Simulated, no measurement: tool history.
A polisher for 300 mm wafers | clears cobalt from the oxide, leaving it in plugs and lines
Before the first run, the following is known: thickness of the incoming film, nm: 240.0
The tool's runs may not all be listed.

| run | hour | flow of slurry (ml/min) | pressure of the wafer on the pad (kPa) | speed of the pad under the wafer (cm/s) | overpolish time after the end point (s) | time until the end point was called (s) | dishing of a wide line in a test structure (nm) |
|---|---|---|---|---|---|---|---|
| 1 | 0 | 315 | 8.3 | 128 | 26 | 77.193 | 43.467 |
| 2 | 8.5 | 315 | 8.3 | 128 | 29 | 77.227 | 45.855 |
| 3 | 12.2 | 315 | 8.3 | 116 | 29 | 82.977 | 44.766 |
| 4 | 16.2 | 315 | 8.3 | 116 | 31 | 83.084 | 45.87 |
| 5 | 21.2 | 315 | 8.3 | 116 | 33 | 84.516 | 46.92 |
| 6 | 22.2 | 315 | 8.3 | 116 | 34 | 84.117 | 46.179 |
| 7 | 28.9 | 315 | 8.3 | 116 | 36 | 83.592 | 48.628 |
| 8 | 30.4 | 315 | 8.3 | 116 | 37 | 84.089 | 48.162 |
| 9 | 31 | 315 | 8.3 | 116 | 38 | 84.267 | 48.716 |

Predict the results of run 10:
| 10 | 39.7 | 315 | 8.3 | 116 | 39 | ? | ? |

Run 10 measured time until the end point was called (s) 84.487, dishing of a wide line in a test structure (nm) 49.089.
